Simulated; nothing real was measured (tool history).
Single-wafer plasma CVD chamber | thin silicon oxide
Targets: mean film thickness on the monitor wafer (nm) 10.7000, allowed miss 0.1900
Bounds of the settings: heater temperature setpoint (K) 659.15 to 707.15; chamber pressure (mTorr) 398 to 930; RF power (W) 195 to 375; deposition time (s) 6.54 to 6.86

run  hour  heater temperature setpoint (K)  chamber pressure (mTorr)  RF power (W)  deposition time (s)  mean film thickness on the monitor wafer (nm)
  1   0.0                           683.15                       664           285                 6.86                                         9.3721
  2   4.2                           683.15                       664           285                 6.54                                         8.9441
  3  12.7                           683.15                       779           285                 6.54                                        10.3610
  4  19.2                           683.15                       881           285                 6.54                                        11.4600
  5  27.4                           689.15                       881           285                 6.54                                        11.4580
  6  36.0                           689.15                       881           285                 6.54                                        11.3910
  7  36.7                           689.15                       835           285                 6.54                                        11.0290
  8  43.1                           689.15                       832           285                 6.54                                        10.8810
  9  49.0                           689.15                       830           285                 6.54                                        10.8060

Which of these 4 next moves meets every target?
  A  54.9                           700.15                       774           300                 6.78                                              ?
  B  54.9                           689.15                       822           295                 6.63                                              ?
  C  54.9                           681.15                       793           290                 6.86                                              ?
  D  54.9                           691.15                       829           290                 6.68                                              ?

move  mean film thickness on the monitor wafer (nm)
   A                                        10.7450
   B                                        11.0950
   C                                        11.1510
   D                                        11.1920
A: meets every target
B: further off than the last run
C: further off than the last run
D: further off than the last run
Move A is the one to make.
